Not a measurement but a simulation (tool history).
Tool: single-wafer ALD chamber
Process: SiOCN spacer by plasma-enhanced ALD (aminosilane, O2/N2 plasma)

run,hour,heater temperature setpoint (deg C),number of ALD cycles (cycles),mean film thickness on the monitor wafer (Å)
1,0,420,50,24.395
2,2.3,418,51,25.011
3,3.2,425,51,24.462
4,4.7,423,52,25.229
5,10.7,428,52,24.678
6,12,425,53,25.567

Estimate the outcome of run 7 from the log above:
7,20.9,413,55,?

{"run 7": {"mean film thickness on the monitor wafer (Å)": 27.586}}
